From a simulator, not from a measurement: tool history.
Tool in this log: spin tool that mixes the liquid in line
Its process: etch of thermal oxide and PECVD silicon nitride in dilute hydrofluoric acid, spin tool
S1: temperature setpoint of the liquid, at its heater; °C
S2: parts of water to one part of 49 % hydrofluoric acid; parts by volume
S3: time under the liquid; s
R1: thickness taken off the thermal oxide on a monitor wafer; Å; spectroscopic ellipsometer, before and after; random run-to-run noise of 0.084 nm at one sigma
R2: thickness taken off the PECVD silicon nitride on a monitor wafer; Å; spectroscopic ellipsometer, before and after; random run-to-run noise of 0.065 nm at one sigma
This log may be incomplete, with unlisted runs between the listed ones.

run  hour    S1   S2   S3      R1      R2
  1     0    22  290  180  23.448  30.832
  2   6.2    23  265  180  27.524  36.346
  3    11    23  170  180  45.843  56.125
  4  11.8    23  170  235  61.746  72.234
  5  19.1    23  125  235  88.031  98.362
  6  22.7  21.5  125  235  83.469  88.153
  7  24.2    22  135  235  76.484  85.517
  8  26.5  22.5  145  235  73.157  82.391
  9  27.7    23  155  235  68.795  80.499
 10  28.7  23.5  160  235  67.897  79.561
 11  35.1    24  165  235  66.664  79.276
 12  42.2  25.5  230  250  48.521  66.371
 13  51.2  25.5  225  250  51.248  68.242
 14  58.3  25.5  220  250  51.815  70.184
 15  63.7  25.5  175  240   66.83  85.647

What will run 16 give?
 16  64.7  25.5  180  240   ?   ?

{"run 16": {"R1": 64.987, "R2": 82.268}}
